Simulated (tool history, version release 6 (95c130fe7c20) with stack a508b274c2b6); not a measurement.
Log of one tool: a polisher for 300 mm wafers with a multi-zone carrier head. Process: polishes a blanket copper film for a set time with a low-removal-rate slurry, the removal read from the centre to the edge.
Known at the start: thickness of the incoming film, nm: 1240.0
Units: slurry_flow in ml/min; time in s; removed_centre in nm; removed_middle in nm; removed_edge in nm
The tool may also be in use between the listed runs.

Run 1, day 0.000: slurry_flow 210 ml/min, centre_zone 1.00, middle_zone 1.00, edge_zone 1.00, slurry_solids 1.00, time 38 s. Result: removed_centre 84.918 nm, removed_middle 86.375 nm, removed_edge 84.761 nm.
Run 2, day 0.304: slurry_flow 200 ml/min, centre_zone 0.98, middle_zone 0.96, edge_zone 0.97, slurry_solids 0.85, time 33 s. Result: removed_centre 68.815 nm, removed_middle 65.466 nm, removed_edge 68.929 nm.
Run 3, day 0.604: slurry_flow 200 ml/min, centre_zone 1.04, middle_zone 0.96, edge_zone 0.97, slurry_solids 0.85, time 33 s. Result: removed_centre 72.809 nm, removed_middle 67.330 nm, removed_edge 68.856 nm.
Run 4, day 0.812: slurry_flow 195 ml/min, centre_zone 1.00, middle_zone 0.96, edge_zone 0.94, slurry_solids 0.75, time 31 s. Result: removed_centre 61.488 nm, removed_middle 60.962 nm, removed_edge 62.090 nm.
At day 1.067: worn pad replaced by a new one.
Run 5, day 1.067: slurry_flow 195 ml/min, centre_zone 0.97, middle_zone 0.96, edge_zone 0.94, slurry_solids 0.75, time 31 s. Result: removed_centre 68.270 nm, removed_middle 68.860 nm, removed_edge 68.633 nm.
Run 6, day 1.258: slurry_flow 180 ml/min, centre_zone 1.00, middle_zone 0.96, edge_zone 0.97, slurry_solids 0.70, time 28 s. Result: removed_centre 61.940 nm, removed_middle 60.339 nm, removed_edge 62.060 nm.

Run 7 comes next. What will it give?
Run 7, day 1.521: slurry_flow 180 ml/min, centre_zone 0.99, middle_zone 0.93, edge_zone 0.93, slurry_solids 0.65, time 26 s. Result: removed_centre ?, removed_middle ?, removed_edge ?.

{"run 7": {"removed_centre": 56.33, "removed_middle": 53.342, "removed_edge": 54.821}}
